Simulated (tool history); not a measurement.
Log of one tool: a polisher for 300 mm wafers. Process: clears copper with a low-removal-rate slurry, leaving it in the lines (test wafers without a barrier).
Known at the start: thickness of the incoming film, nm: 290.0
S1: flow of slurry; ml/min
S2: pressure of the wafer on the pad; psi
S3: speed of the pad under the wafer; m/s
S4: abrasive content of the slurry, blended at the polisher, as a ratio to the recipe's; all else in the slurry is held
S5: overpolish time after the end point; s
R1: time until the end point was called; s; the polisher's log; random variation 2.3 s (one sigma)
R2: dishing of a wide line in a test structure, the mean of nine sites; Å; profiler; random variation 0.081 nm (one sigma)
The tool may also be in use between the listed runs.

run,day,S1,S2,S3,S4,S5,R1,R2
1,0.000,150,3.0,0.84,1.00,11,110.23,210.530
2,0.254,150,2.9,0.82,1.00,10,116.79,184.750
3,0.517,150,2.8,0.80,1.00,9,121.00,160.290
4,0.858,155,2.7,0.78,1.00,8,129.97,137.100
# day 1.108: slurry blender recalibrated
5,1.108,155,2.7,0.78,1.20,8,119.46,142.180
6,1.312,155,2.7,0.78,1.35,8,117.12,148.160
7,1.383,160,2.6,0.76,1.35,7,123.75,121.650
8,1.546,160,2.5,0.74,1.35,7,134.34,114.230
9,1.779,160,2.4,0.74,1.35,7,140.12,110.120
10,2.058,160,2.3,0.74,1.35,7,146.78,104.780
11,2.183,160,2.2,0.74,1.35,7,152.59,102.100
12,2.375,160,2.1,0.74,1.35,7,157.95,99.523
13,2.496,175,1.5,0.70,1.35,3,218.16,30.536
14,2.579,165,1.6,0.70,1.35,3,213.90,32.364
15,2.683,160,1.7,0.70,1.35,3,202.33,34.262
16,2.758,160,1.8,0.68,1.40,4,197.93,45.529
17,2.992,155,1.8,0.68,1.40,4,199.39,46.076
18,3.317,155,1.8,0.68,1.40,4,198.82,44.991
19,3.450,150,2.0,0.68,1.40,7,176.11,85.937

Forecast run 20:
20,3.604,155,2.0,0.68,1.40,7,?,?

R1: 177.63 s
R2: 89.595 Å

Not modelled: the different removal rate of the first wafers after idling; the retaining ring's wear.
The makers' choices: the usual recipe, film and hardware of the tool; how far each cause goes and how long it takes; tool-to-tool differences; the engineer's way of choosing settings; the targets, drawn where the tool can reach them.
